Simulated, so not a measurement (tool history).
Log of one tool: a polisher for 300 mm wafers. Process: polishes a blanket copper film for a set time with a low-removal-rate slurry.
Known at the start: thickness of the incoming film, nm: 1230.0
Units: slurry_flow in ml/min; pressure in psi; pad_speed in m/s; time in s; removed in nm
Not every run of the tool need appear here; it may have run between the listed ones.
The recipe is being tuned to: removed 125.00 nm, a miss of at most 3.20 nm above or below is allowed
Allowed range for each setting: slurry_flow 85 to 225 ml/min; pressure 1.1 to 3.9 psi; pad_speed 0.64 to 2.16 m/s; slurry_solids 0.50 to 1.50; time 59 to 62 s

{"run": 1, "day": 0.0, "slurry_flow": 145, "pressure": 2.5, "pad_speed": 1.4, "slurry_solids": 1.0, "time": 59, "removed": 234.5}
{"run": 2, "day": 0.283, "slurry_flow": 180, "pressure": 2.5, "pad_speed": 1.4, "slurry_solids": 1.0, "time": 59, "removed": 244.84}
{"run": 3, "day": 0.388, "slurry_flow": 170, "pressure": 2.2, "pad_speed": 1.38, "slurry_solids": 1.0, "time": 59, "removed": 215.31}
{"run": 4, "day": 0.679, "slurry_flow": 170, "pressure": 2.2, "pad_speed": 1.54, "slurry_solids": 1.0, "time": 59, "removed": 241.36}
{"run": 5, "day": 1.008, "slurry_flow": 170, "pressure": 2.5, "pad_speed": 1.54, "slurry_solids": 1.0, "time": 59, "removed": 263.69}
{"run": 6, "day": 1.046, "slurry_flow": 205, "pressure": 2.5, "pad_speed": 1.54, "slurry_solids": 1.0, "time": 59, "removed": 270.73}
{"run": 7, "day": 1.379, "slurry_flow": 205, "pressure": 2.2, "pad_speed": 1.44, "slurry_solids": 1.0, "time": 59, "removed": 232.53}
{"run": 8, "day": 1.446, "slurry_flow": 195, "pressure": 2.0, "pad_speed": 1.36, "slurry_solids": 1.0, "time": 59, "removed": 204.48}
{"run": 9, "day": 1.7, "slurry_flow": 190, "pressure": 1.8, "pad_speed": 1.3, "slurry_solids": 1.0, "time": 59, "removed": 179.13}
{"run": 10, "day": 1.771, "slurry_flow": 185, "pressure": 1.6, "pad_speed": 1.28, "slurry_solids": 1.0, "time": 59, "removed": 165.2}
{"run": 11, "day": 2.0, "slurry_flow": 155, "pressure": 1.1, "pad_speed": 1.14, "slurry_solids": 1.0, "time": 59, "removed": 113.75}
{"run": 12, "day": 2.175, "slurry_flow": 165, "pressure": 1.1, "pad_speed": 1.14, "slurry_solids": 1.0, "time": 59, "removed": 115.2}
{"run": 13, "day": 2.425, "slurry_flow": 165, "pressure": 1.1, "pad_speed": 1.14, "slurry_solids": 1.0, "time": 59, "removed": 115.07}

Pick the move, out of 4, that brings all results within their allowed miss; only one does.
{"run": "A", "day": 2.675, "slurry_flow": 135, "pressure": 1.1, "pad_speed": 1.26, "slurry_solids": 1.15, "time": 59, "removed": "?"}
{"run": "B", "day": 2.675, "slurry_flow": 155, "pressure": 1.1, "pad_speed": 1.12, "slurry_solids": 1.1, "time": 59, "removed": "?"}
{"run": "C", "day": 2.675, "slurry_flow": 175, "pressure": 1.2, "pad_speed": 0.94, "slurry_solids": 1.0, "time": 62, "removed": "?"}
{"run": "D", "day": 2.675, "slurry_flow": 150, "pressure": 1.1, "pad_speed": 1.1, "slurry_solids": 0.9, "time": 60, "removed": "?"}

move=A removed=126.99
move=B removed=115.42
move=C removed=107.83
move=D removed=110.27
A: hits every target within its allowed miss
B: no better and no worse than the last run
C: its largest miss is bigger than the last run's
D: its largest miss is bigger than the last run's
Move A is the one to make.
